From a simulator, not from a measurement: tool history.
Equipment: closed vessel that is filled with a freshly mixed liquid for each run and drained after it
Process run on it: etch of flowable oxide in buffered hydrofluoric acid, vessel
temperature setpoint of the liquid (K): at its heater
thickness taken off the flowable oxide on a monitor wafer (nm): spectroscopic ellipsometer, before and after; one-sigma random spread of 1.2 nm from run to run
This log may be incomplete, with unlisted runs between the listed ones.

run  hour  temperature setpoint of the liquid (K)  parts of 40 % ammonium fluoride to one part of 49 % hydrofluoric acid (parts by volume)  time in the liquid (s)  thickness taken off the flowable oxide on a monitor wafer (nm)
  1     0                                  297.15                                                                                     10.5                      95                                                          164.89
  2   8.7                                  298.15                                                                                     10.5                      95                                                          174.31
  3    11                                  298.15                                                                                     10.5                     105                                                          192.49
  4    20                                  296.65                                                                                     10.5                     105                                                          178.95
  5  25.3                                  296.65                                                                                     10.5                      95                                                          160.34
  6  26.6                                  296.65                                                                                      8.5                      95                                                          191.09
  7  33.6                                  297.15                                                                                      8.5                      95                                                          197.16

Run 8 is up next; what results do you expect?
  8  37.3                                  297.65                                                                                      8.5                      95                                                               ?

thickness taken off the flowable oxide on a monitor wafer (nm): 201.84

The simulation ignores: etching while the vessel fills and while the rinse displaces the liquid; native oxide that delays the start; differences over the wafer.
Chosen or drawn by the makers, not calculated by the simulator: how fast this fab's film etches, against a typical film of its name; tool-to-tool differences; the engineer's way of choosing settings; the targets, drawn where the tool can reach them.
